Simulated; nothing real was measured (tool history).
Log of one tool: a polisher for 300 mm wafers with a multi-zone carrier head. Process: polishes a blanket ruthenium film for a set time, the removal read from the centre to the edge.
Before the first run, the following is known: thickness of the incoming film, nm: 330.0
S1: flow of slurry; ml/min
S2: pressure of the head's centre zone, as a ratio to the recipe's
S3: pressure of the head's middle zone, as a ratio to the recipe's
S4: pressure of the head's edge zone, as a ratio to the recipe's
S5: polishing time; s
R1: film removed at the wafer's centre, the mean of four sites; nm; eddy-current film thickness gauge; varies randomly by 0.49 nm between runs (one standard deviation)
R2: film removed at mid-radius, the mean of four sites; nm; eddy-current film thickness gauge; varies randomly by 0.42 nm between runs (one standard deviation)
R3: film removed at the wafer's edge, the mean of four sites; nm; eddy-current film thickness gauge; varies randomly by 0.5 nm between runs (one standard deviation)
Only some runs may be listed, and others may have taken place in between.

run 1 day=0.000 | S1=225 S2=1.00 S3=1.00 S4=1.00 S5=78 | R1=61.273 R2=66.748 R3=67.689
run 2 day=0.367 | S1=225 S2=1.00 S3=1.00 S4=1.06 S5=78 | R1=60.658 R2=65.563 R3=68.741
run 3 day=0.412 | S1=225 S2=1.01 S3=1.00 S4=1.04 S5=72 | R1=57.277 R2=62.072 R3=63.269
run 4 day=0.567 | S1=225 S2=1.01 S3=1.00 S4=1.04 S5=57 | R1=44.619 R2=48.498 R3=49.787
run 5 day=0.842 | S1=225 S2=1.01 S3=1.00 S4=1.04 S5=73 | R1=58.128 R2=62.451 R3=61.453
-- day=1.158 centre zone pressure recalibrated
run 6 day=1.158 | S1=225 S2=1.09 S3=1.00 S4=1.04 S5=73 | R1=67.928 R2=61.428 R3=62.638
run 7 day=1.408 | S1=225 S2=1.09 S3=1.00 S4=1.03 S5=69 | R1=65.491 R2=58.227 R3=59.653

Run 8 is up next; what results do you expect?
run 8 day=1.592 | S1=225 S2=1.09 S3=1.01 S4=1.02 S5=65 | R1=? R2=? R3=?

Run 8 gave R1 60.830 nm, R2 56.317 nm, R3 56.063 nm.
